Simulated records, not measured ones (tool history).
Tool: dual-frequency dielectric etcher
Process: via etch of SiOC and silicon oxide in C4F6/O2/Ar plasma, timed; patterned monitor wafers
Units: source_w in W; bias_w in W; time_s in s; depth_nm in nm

run,day,source_w,bias_w,time_s,depth_nm
1,0.000,350,169,61.0,63.201
2,0.171,380,178,61.5,66.928
3,0.462,380,156,61.5,63.156
4,0.746,400,156,61.5,64.387
5,1.117,370,156,61.5,62.158
6,1.158,370,168,61.5,64.283

Run 7 comes next. What will it give?
7,1.321,400,177,61.5,?

depth_nm: 67.870 nm
